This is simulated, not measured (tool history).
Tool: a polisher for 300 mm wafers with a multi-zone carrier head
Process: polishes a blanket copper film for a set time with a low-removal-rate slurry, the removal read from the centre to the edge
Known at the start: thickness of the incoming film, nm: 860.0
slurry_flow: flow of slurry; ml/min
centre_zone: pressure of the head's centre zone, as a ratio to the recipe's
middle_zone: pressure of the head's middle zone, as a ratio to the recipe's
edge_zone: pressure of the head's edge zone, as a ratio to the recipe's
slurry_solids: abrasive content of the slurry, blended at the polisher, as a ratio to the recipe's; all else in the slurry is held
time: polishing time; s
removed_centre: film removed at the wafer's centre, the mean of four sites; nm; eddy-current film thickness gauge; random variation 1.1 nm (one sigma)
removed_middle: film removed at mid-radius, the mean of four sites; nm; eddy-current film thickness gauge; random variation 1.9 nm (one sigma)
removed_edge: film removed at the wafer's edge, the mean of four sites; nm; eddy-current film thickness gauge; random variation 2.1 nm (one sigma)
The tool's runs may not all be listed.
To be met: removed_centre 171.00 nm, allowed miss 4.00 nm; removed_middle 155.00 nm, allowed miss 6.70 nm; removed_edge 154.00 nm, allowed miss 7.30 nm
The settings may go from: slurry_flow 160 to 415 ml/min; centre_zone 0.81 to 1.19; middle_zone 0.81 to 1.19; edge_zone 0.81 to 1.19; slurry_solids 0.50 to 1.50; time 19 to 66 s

{"run": 1, "hour": 0.0, "slurry_flow": 265, "centre_zone": 1.0, "middle_zone": 1.0, "edge_zone": 1.0, "slurry_solids": 1.0, "time": 42, "removed_centre": 118.29, "removed_middle": 123.45, "removed_edge": 122.26}
{"run": 2, "hour": 8.2, "slurry_flow": 265, "centre_zone": 1.0, "middle_zone": 1.0, "edge_zone": 1.0, "slurry_solids": 1.0, "time": 37, "removed_centre": 105.05, "removed_middle": 108.44, "removed_edge": 106.41}
{"run": 3, "hour": 13.6, "slurry_flow": 265, "centre_zone": 1.0, "middle_zone": 1.06, "edge_zone": 1.0, "slurry_solids": 1.0, "time": 37, "removed_centre": 104.85, "removed_middle": 113.52, "removed_edge": 104.75}
{"run": 4, "hour": 21.6, "slurry_flow": 275, "centre_zone": 1.04, "middle_zone": 1.06, "edge_zone": 1.03, "slurry_solids": 1.1, "time": 39, "removed_centre": 117.5, "removed_middle": 120.73, "removed_edge": 116.23}
{"run": 5, "hour": 23.6, "slurry_flow": 285, "centre_zone": 1.07, "middle_zone": 1.08, "edge_zone": 1.04, "slurry_solids": 1.2, "time": 40, "removed_centre": 127.62, "removed_middle": 131.43, "removed_edge": 120.28}
{"run": 6, "hour": 30.1, "slurry_flow": 285, "centre_zone": 1.03, "middle_zone": 1.08, "edge_zone": 1.04, "slurry_solids": 1.2, "time": 40, "removed_centre": 123.15, "removed_middle": 128.3, "removed_edge": 119.32}
{"run": 7, "hour": 38.7, "slurry_flow": 285, "centre_zone": 1.03, "middle_zone": 1.08, "edge_zone": 1.04, "slurry_solids": 1.2, "time": 40, "removed_centre": 123.8, "removed_middle": 131.8, "removed_edge": 122.28}
{"run": 8, "hour": 46.9, "slurry_flow": 300, "centre_zone": 1.06, "middle_zone": 1.08, "edge_zone": 1.07, "slurry_solids": 1.25, "time": 41, "removed_centre": 130.58, "removed_middle": 137.72, "removed_edge": 128.09}
{"run": 9, "hour": 52.8, "slurry_flow": 300, "centre_zone": 1.09, "middle_zone": 1.06, "edge_zone": 1.08, "slurry_solids": 1.3, "time": 42, "removed_centre": 140.29, "removed_middle": 138.21, "removed_edge": 138.2}
{"run": 10, "hour": 55.0, "slurry_flow": 310, "centre_zone": 1.11, "middle_zone": 1.07, "edge_zone": 1.08, "slurry_solids": 1.35, "time": 42, "removed_centre": 144.92, "removed_middle": 139.35, "removed_edge": 137.68}
{"run": 11, "hour": 60.1, "slurry_flow": 315, "centre_zone": 1.13, "middle_zone": 1.08, "edge_zone": 1.09, "slurry_solids": 1.4, "time": 42, "removed_centre": 147.7, "removed_middle": 141.08, "removed_edge": 141.99}
{"run": 12, "hour": 65.5, "slurry_flow": 315, "centre_zone": 1.13, "middle_zone": 1.08, "edge_zone": 1.09, "slurry_solids": 1.4, "time": 42, "removed_centre": 148.0, "removed_middle": 144.01, "removed_edge": 137.46}
{"run": 13, "hour": 70.6, "slurry_flow": 320, "centre_zone": 1.14, "middle_zone": 1.08, "edge_zone": 1.1, "slurry_solids": 1.4, "time": 43, "removed_centre": 155.14, "removed_middle": 146.3, "removed_edge": 142.58}
{"run": 14, "hour": 79.6, "slurry_flow": 325, "centre_zone": 1.15, "middle_zone": 1.08, "edge_zone": 1.11, "slurry_solids": 1.4, "time": 43, "removed_centre": 155.18, "removed_middle": 145.56, "removed_edge": 141.2}
{"run": 15, "hour": 85.1, "slurry_flow": 325, "centre_zone": 1.16, "middle_zone": 1.08, "edge_zone": 1.11, "slurry_solids": 1.4, "time": 44, "removed_centre": 158.66, "removed_middle": 147.12, "removed_edge": 145.85}
{"run": 16, "hour": 90.3, "slurry_flow": 330, "centre_zone": 1.17, "middle_zone": 1.08, "edge_zone": 1.11, "slurry_solids": 1.4, "time": 44, "removed_centre": 160.26, "removed_middle": 149.88, "removed_edge": 146.91}
{"run": 17, "hour": 96.5, "slurry_flow": 335, "centre_zone": 1.17, "middle_zone": 1.08, "edge_zone": 1.11, "slurry_solids": 1.4, "time": 44, "removed_centre": 160.47, "removed_middle": 151.78, "removed_edge": 142.77}

4 next moves are on the table. One of them brings every result within its allowed miss. Which?
{"run": "A", "hour": 102.7, "slurry_flow": 325, "centre_zone": 1.19, "middle_zone": 1.05, "edge_zone": 1.15, "slurry_solids": 1.45, "time": 46, "removed_centre": "?", "removed_middle": "?", "removed_edge": "?"}
{"run": "B", "hour": 102.7, "slurry_flow": 305, "centre_zone": 1.19, "middle_zone": 0.97, "edge_zone": 1.1, "slurry_solids": 1.45, "time": 49, "removed_centre": "?", "removed_middle": "?", "removed_edge": "?"}
{"run": "C", "hour": 102.7, "slurry_flow": 395, "centre_zone": 1.12, "middle_zone": 1.13, "edge_zone": 1.06, "slurry_solids": 1.45, "time": 47, "removed_centre": "?", "removed_middle": "?", "removed_edge": "?"}
{"run": "D", "hour": 102.7, "slurry_flow": 305, "centre_zone": 1.17, "middle_zone": 1.18, "edge_zone": 1.1, "slurry_solids": 1.2, "time": 43, "removed_centre": "?", "removed_middle": "?", "removed_edge": "?"}

move=A removed_centre=170.65 removed_middle=150.89 removed_edge=158.82
move=B removed_centre=180.70 removed_middle=149.63 removed_edge=164.94
move=C removed_centre=166.67 removed_middle=166.50 removed_edge=157.22
move=D removed_centre=149.41 removed_middle=148.45 removed_edge=138.13
A: meets every target
B: takes the result that was furthest off past its target
C: nearer than the last run, and not there yet
D: further off than the last run
Move A is the one to make.
